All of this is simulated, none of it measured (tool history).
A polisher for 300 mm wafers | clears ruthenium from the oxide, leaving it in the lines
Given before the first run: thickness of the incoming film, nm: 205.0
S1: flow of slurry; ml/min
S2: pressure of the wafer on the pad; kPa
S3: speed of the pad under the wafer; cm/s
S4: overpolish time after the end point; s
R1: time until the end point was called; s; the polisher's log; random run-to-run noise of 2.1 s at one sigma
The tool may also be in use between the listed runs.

run 1 hour=0 | S1=170 S2=15.2 S3=124 S4=10 | R1=157
run 2 hour=1.5 | S1=165 S2=13.8 S3=124 S4=10 | R1=173.25
run 3 hour=8.8 | S1=160 S2=13.1 S3=124 S4=10 | R1=186.36
run 4 hour=12.6 | S1=195 S2=13.1 S3=124 S4=10 | R1=178.97
run 5 hour=13.7 | S1=190 S2=12.4 S3=124 S4=10 | R1=188.1
run 6 hour=14.6 | S1=185 S2=11.7 S3=124 S4=10 | R1=201.89
-- hour=21 head pressure recalibrated
run 7 hour=21 | S1=180 S2=11.7 S3=124 S4=10 | R1=180.72

Estimate the outcome of run 8 from the log above:
run 8 hour=29.7 | S1=180 S2=10.3 S3=120 S4=10 | R1=?

{"run 8": {"R1": 214.4}}
